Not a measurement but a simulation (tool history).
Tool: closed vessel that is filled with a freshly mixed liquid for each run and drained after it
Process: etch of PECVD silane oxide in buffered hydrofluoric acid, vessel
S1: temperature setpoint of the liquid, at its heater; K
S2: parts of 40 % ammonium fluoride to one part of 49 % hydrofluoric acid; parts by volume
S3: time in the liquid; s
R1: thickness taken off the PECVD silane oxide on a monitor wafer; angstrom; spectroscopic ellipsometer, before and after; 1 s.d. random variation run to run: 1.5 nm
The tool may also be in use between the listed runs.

run	hour	S1	S2	S3	R1
1	0.0	294.15	18.5	105	1844.4
2	5.2	294.15	18.5	115	2000.7
3	10.2	292.65	18.5	115	1839.3
4	14.1	292.65	18.5	105	1692.4
5	22.3	294.15	18.0	105	1888.0
6	24.0	294.15	20.0	105	1682.7
7	29.5	295.65	19.5	105	1889.7
8	32.1	296.65	19.0	105	2052.4
9	33.1	297.65	18.5	105	2210.1
10	38.6	298.65	18.0	105	2399.9
11	41.7	299.15	18.0	105	2488.8

The next listed run, before its measurement:
12	49.7	299.65	18.0	105	?

Logged for run 12: R1 2536.7 angstrom.
